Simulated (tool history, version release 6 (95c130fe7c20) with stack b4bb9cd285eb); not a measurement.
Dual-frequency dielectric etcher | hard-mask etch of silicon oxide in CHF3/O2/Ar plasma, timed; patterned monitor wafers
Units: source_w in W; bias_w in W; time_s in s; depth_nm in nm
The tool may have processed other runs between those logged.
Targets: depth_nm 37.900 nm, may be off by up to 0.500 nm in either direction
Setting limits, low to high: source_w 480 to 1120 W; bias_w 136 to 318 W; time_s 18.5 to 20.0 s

run    day  source_w  bias_w  time_s  depth_nm
  1  0.000       800     227    20.0    50.344
  2  0.242       720     203    20.0    47.033
  3  0.604       850     203    20.0    50.374
  4  0.896       940     203    20.0    52.241
  5  1.125      1060     203    20.0    54.967
  6  1.488      1120     203    20.0    56.174
  7  1.667      1120     203    20.0    56.342
  8  1.821       960     184    19.5    50.424
  9  1.896       840     171    19.0    46.072
 10  2.146       750     162    19.0    43.432
 11  2.192       750     162    19.0    43.594
 12  2.517       680     157    19.0    41.731
 13  2.612       520     151    19.0    37.537

Which one of the following 4 next-run settings gets every result inside its allowed miss? There is exactly one.
  A  2.708       560     136    19.5         ?
  B  2.708       480     138    19.5         ?
  C  2.708       530     153    19.0         ?
  D  2.708       570     136    18.5         ?

move  depth_nm
   A    38.678
   B    36.485
   C    37.627
   D    36.952
A: the result that was furthest off in the last run now lies on the other side of its target
B: further off than the last run
C: each result inside its tolerance
D: further off than the last run
The move that meets every target is C.
